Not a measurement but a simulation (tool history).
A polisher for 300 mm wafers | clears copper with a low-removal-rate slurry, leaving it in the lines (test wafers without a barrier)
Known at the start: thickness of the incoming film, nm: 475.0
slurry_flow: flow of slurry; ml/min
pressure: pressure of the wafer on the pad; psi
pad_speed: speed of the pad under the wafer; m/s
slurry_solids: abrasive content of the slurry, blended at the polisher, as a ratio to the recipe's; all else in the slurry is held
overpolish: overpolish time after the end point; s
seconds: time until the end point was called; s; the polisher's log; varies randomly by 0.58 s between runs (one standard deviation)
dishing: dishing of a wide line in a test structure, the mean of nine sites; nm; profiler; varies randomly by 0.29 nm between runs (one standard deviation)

| run | hour | slurry_flow | pressure | pad_speed | slurry_solids | overpolish | seconds | dishing |
|---|---|---|---|---|---|---|---|---|
| 1 | 0 | 255 | 4.2 | 1.12 | 1 | 13 | 81.102 | 44.336 |
| 2 | 3.4 | 260 | 4.1 | 1.18 | 1 | 10 | 79.243 | 37.823 |
| 3 | 10.2 | 250 | 4 | 1.22 | 1.05 | 8 | 77.708 | 31.347 |
| 4 | 12.3 | 250 | 4 | 1.4 | 1.05 | 8 | 69.044 | 34.801 |
| 5 | 13.9 | 225 | 3.7 | 1.5 | 1.2 | 7 | 67.029 | 31.211 |
| 6 | 21.3 | 205 | 3.4 | 1.58 | 1.3 | 6 | 68.241 | 27.381 |
| 7 | 26.8 | 205 | 3.4 | 1.58 | 1.3 | 6 | 68.175 | 27.593 |
| 8 | 29.1 | 190 | 3.2 | 1.64 | 1.35 | 5 | 70.111 | 22.586 |
| 9 | 31 | 180 | 3.2 | 1.66 | 1.4 | 5 | 69.944 | 23.216 |
| 10 | 37.3 | 175 | 3.2 | 1.68 | 1.45 | 5 | 68.728 | 23.711 |

What does the tool deliver on the next run?
| 11 | 44.3 | 170 | 3.2 | 1.7 | 1.45 | 5 | ? | ? |

Run 11 yielded seconds 68.124 s, dishing 23.899 nm.

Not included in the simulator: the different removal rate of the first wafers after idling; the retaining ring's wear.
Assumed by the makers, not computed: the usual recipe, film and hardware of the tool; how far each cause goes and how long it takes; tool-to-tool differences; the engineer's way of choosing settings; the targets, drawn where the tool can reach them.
